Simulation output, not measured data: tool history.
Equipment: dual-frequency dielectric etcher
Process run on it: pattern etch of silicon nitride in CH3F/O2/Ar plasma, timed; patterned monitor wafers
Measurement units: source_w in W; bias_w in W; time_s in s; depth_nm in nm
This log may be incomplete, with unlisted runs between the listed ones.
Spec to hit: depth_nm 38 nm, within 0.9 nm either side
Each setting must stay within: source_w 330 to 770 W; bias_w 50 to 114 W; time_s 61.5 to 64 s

run 1 hour=0 | source_w=550 bias_w=82 time_s=61.5 | depth_nm=47.686
run 2 hour=7.2 | source_w=610 bias_w=82 time_s=61.5 | depth_nm=50.594
run 3 hour=8.2 | source_w=550 bias_w=79 time_s=61.5 | depth_nm=47.865
run 4 hour=16.5 | source_w=550 bias_w=65 time_s=61.5 | depth_nm=45.522
run 5 hour=18.4 | source_w=510 bias_w=63 time_s=61.5 | depth_nm=43.791
run 6 hour=21.4 | source_w=480 bias_w=62 time_s=61.5 | depth_nm=41.897
run 7 hour=25.2 | source_w=460 bias_w=61 time_s=61.5 | depth_nm=40.561
run 8 hour=29.1 | source_w=450 bias_w=61 time_s=61.5 | depth_nm=39.713
run 9 hour=35 | source_w=450 bias_w=61 time_s=61.5 | depth_nm=40.187
run 10 hour=41.1 | source_w=440 bias_w=61 time_s=61.5 | depth_nm=39.748
run 11 hour=49.8 | source_w=380 bias_w=59 time_s=61.5 | depth_nm=36.726
run 12 hour=57.6 | source_w=390 bias_w=59 time_s=61.5 | depth_nm=37.265

4 next moves are on the table. One of them brings every result within its allowed miss. Which?
run A hour=65.4 | source_w=330 bias_w=68 time_s=62.5 | depth_nm=?
run B hour=65.4 | source_w=340 bias_w=65 time_s=62.5 | depth_nm=?
run C hour=65.4 | source_w=340 bias_w=63 time_s=62 | depth_nm=?
run D hour=65.4 | source_w=370 bias_w=68 time_s=63 | depth_nm=?

move=A depth_nm=35.615
move=B depth_nm=35.756
move=C depth_nm=35.173
move=D depth_nm=38.175
A: moves away from the targets compared with the last run
B: moves away from the targets compared with the last run
C: moves away from the targets compared with the last run
D: hits every target within its allowed miss
D meets every target.

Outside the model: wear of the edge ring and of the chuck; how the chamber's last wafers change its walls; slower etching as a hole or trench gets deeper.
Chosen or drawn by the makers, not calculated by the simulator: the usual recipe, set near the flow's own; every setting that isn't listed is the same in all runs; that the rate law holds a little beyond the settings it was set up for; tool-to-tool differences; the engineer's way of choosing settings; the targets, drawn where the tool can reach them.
